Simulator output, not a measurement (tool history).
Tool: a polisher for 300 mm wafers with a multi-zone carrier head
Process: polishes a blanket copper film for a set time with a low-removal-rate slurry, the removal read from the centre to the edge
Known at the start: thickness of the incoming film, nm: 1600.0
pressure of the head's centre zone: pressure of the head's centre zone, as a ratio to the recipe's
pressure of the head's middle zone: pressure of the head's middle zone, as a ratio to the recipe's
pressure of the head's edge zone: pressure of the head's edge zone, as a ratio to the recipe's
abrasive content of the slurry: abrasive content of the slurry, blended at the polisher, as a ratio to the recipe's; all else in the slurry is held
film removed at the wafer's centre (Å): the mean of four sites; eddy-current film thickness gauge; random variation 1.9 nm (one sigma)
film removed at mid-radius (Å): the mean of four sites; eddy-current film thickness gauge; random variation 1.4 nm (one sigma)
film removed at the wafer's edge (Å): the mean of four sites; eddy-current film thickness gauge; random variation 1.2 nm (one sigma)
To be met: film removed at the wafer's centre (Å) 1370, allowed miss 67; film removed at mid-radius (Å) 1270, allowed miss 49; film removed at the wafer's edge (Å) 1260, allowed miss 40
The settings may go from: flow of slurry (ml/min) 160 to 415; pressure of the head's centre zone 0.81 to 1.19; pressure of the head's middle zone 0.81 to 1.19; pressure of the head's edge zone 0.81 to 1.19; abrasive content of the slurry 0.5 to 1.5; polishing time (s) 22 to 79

run,hour,flow of slurry (ml/min),pressure of the head's centre zone,pressure of the head's middle zone,pressure of the head's edge zone,abrasive content of the slurry,polishing time (s),film removed at the wafer's centre (Å),film removed at mid-radius (Å),film removed at the wafer's edge (Å)
1,0,265,1,1,1,1,50,1109.2,1066.4,1091.5
2,3.8,265,1,1,1,1,54,1197.5,1148.2,1162
3,8.7,270,1.01,1.01,1.01,1.05,54,1185.6,1170.3,1192.6
4,9.4,270,1.01,0.97,1.01,1.05,54,1194.5,1110.5,1187
5,10.2,215,1.01,0.97,1.01,1.05,54,1205.5,1084.7,1161.8
6,17.8,215,1.01,0.97,1.01,1.05,66,1462.6,1327.3,1432.9
7,18.8,215,1,0.97,0.99,1,66,1436.4,1317.7,1384
8,19.9,210,0.99,0.97,0.97,1,66,1387.8,1329.7,1393.8
9,28.4,210,1,0.97,0.96,0.95,66,1426.4,1292.4,1372.1
10,36.3,210,1,0.98,0.94,0.9,66,1388,1317.2,1346.3

Which of these 4 next moves meets every target?
A,44.2,215,1.05,1.11,0.91,0.9,62,?,?,?
B,44.2,210,1.1,0.98,0.9,1.05,62,?,?,?
C,44.2,245,1.02,0.99,0.9,0.9,62,?,?,?
D,44.2,170,0.98,0.92,1.01,0.7,73,?,?,?

move,film removed at the wafer's centre (Å),film removed at mid-radius (Å),film removed at the wafer's edge (Å)
A,1360.7,1363.8,1253.9
B,1455.1,1253.3,1278.9
C,1348.1,1260.8,1267.7
D,1370.3,1264.7,1443.3
A: brings the result that was furthest off to its target, and leaves another outside
B: brings the result that was furthest off to its target, and leaves another outside
C: meets every target
D: further off than the last run
Move C is the one to make.
